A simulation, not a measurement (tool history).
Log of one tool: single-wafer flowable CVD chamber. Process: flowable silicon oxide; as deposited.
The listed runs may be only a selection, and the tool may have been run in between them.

run  hour  heater temperature setpoint (°C)  chamber pressure (mTorr)  RF power (kW)  deposition time (s)  mean film thickness on the monitor wafer (angstrom)
  1     0                                90                       816          1.645                  367                                               3476.8
  2   5.6                                90                       880          1.645                  367                                               3719.8
  3   7.6                                90                       880          1.645                  367                                               3729.9
  4   8.9                                90                       810          1.645                  367                                               3429.4
  5  10.9                                90                       810          1.815                  367                                               3537.3
  6  12.3                                90                       810          1.815                  367                                               3531.1
  7  17.7                                89                       810          1.815                  367                                               3646.1
  8  22.7                                88                       810          1.815                  367                                                 3762

Run 9 is up next; what results do you expect?
  9  29.2                                87                       810          1.815                  367                                                    ?

mean film thickness on the monitor wafer (angstrom): 3866.7
